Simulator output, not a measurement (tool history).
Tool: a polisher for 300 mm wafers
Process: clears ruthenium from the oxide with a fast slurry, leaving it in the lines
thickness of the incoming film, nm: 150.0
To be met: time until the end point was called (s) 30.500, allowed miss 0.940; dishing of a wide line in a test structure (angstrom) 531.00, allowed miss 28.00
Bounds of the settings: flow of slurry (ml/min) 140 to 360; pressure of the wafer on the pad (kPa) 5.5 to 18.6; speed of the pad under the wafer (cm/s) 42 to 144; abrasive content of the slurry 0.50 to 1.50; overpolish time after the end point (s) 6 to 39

run	day	flow of slurry (ml/min)	pressure of the wafer on the pad (kPa)	speed of the pad under the wafer (cm/s)	abrasive content of the slurry	overpolish time after the end point (s)	time until the end point was called (s)	dishing of a wide line in a test structure (angstrom)
1	0.000	230	11.7	92	1.00	20	65.255	318.80
2	0.371	230	12.4	94	1.00	20	60.827	342.96
3	0.633	230	12.4	84	1.00	20	67.183	322.74
4	0.733	230	13.1	86	1.00	20	63.030	346.14
5	0.942	230	13.8	88	1.00	19	58.776	336.59
6	1.246	230	13.8	102	1.00	19	51.006	372.32
7	1.421	230	14.5	104	1.00	19	47.157	394.17
8	1.558	250	17.9	112	1.00	19	35.605	469.86
9	1.596	250	17.9	114	1.00	19	34.906	460.24
10	1.688	250	17.9	116	1.00	19	34.351	475.73
11	1.817	250	17.9	120	1.00	20	32.890	501.54

Which of these 5 next moves meets every target?
A	1.946	295	17.9	126	1.00	17	?	?
B	1.946	225	17.2	128	0.95	19	?	?
C	1.946	235	18.6	118	1.15	21	?	?
D	1.946	305	17.2	130	0.85	27	?	?
E	1.946	275	17.9	108	1.05	28	?	?

move	time until the end point was called (s)	dishing of a wide line in a test structure (angstrom)
A	31.061	478.66
B	33.575	487.45
C	30.711	536.21
D	33.823	573.75
E	35.543	570.66
A: brings the result that was furthest off to its target, and leaves another outside
B: further off than the last run
C: meets every target
D: further off than the last run
E: further off than the last run
Move C is the one to make.
